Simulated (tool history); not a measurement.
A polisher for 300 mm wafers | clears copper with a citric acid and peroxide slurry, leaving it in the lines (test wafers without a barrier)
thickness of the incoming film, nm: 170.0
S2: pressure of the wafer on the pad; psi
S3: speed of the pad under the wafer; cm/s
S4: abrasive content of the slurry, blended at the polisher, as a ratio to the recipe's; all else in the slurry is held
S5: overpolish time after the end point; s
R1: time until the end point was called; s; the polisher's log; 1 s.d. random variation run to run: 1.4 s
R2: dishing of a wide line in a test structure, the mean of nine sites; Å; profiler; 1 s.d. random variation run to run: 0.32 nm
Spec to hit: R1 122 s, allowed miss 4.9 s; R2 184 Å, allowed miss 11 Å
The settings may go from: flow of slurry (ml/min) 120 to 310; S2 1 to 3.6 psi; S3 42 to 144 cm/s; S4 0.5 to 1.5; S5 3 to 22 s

run 1 day=0 | flow_of_slurry_(ml/min)=200 S2=2.3 S3=92 S4=1 S5=11 | R1=82.083 R2=175.54
run 2 day=0.371 | flow_of_slurry_(ml/min)=200 S2=2.1 S3=92 S4=1 S5=11 | R1=88.287 R2=162.36
run 3 day=0.638 | flow_of_slurry_(ml/min)=200 S2=2.4 S3=92 S4=1 S5=11 | R1=79.138 R2=176.26
run 4 day=0.738 | flow_of_slurry_(ml/min)=200 S2=2.4 S3=106 S4=1 S5=11 | R1=67.992 R2=206.06
run 5 day=0.908 | flow_of_slurry_(ml/min)=195 S2=2 S3=106 S4=1 S5=12 | R1=79.887 R2=193.01
run 6 day=1.046 | flow_of_slurry_(ml/min)=190 S2=1.7 S3=106 S4=1 S5=13 | R1=93.095 R2=178.87
run 7 day=1.408 | flow_of_slurry_(ml/min)=185 S2=1.5 S3=106 S4=1 S5=14 | R1=103.22 R2=169.59
run 8 day=1.571 | flow_of_slurry_(ml/min)=180 S2=1.4 S3=106 S4=1 S5=15 | R1=112.32 R2=177.81
run 9 day=1.779 | flow_of_slurry_(ml/min)=170 S2=1.4 S3=106 S4=1 S5=15 | R1=112.12 R2=170.79
run 10 day=1.812 | flow_of_slurry_(ml/min)=165 S2=1.4 S3=106 S4=1 S5=16 | R1=111.39 R2=178.79
run 11 day=2.158 | flow_of_slurry_(ml/min)=160 S2=1.4 S3=106 S4=1 S5=17 | R1=111.94 R2=190.37
-- day=2.471 head pressure recalibrated
run 12 day=2.471 | flow_of_slurry_(ml/min)=155 S2=1.4 S3=106 S4=1 S5=17 | R1=123.48 R2=172.6

Which one of the following 5 next-run settings gets every result inside its allowed miss? There is exactly one.
run A day=2.783 | flow_of_slurry_(ml/min)=150 S2=1.2 S3=102 S4=1.2 S5=18 | R1=? R2=?
run B day=2.783 | flow_of_slurry_(ml/min)=155 S2=1.3 S3=104 S4=1.1 S5=16 | R1=? R2=?
run C day=2.783 | flow_of_slurry_(ml/min)=120 S2=1.8 S3=82 S4=1.1 S5=17 | R1=? R2=?
run D day=2.783 | flow_of_slurry_(ml/min)=140 S2=1.3 S3=102 S4=1.1 S5=18 | R1=? R2=?
run E day=2.783 | flow_of_slurry_(ml/min)=195 S2=1.2 S3=112 S4=1.15 S5=18 | R1=? R2=?

move=A R1=139.41 R2=158.06
move=B R1=130.49 R2=151.05
move=C R1=132.48 R2=159.17
move=D R1=135.76 R2=162.4
move=E R1=123.24 R2=176.92
A: its largest miss is bigger than the last run's
B: its largest miss is bigger than the last run's
C: its largest miss is bigger than the last run's
D: its largest miss is bigger than the last run's
E: every result lands within tolerance
E is the move that brings every result within its allowed miss.

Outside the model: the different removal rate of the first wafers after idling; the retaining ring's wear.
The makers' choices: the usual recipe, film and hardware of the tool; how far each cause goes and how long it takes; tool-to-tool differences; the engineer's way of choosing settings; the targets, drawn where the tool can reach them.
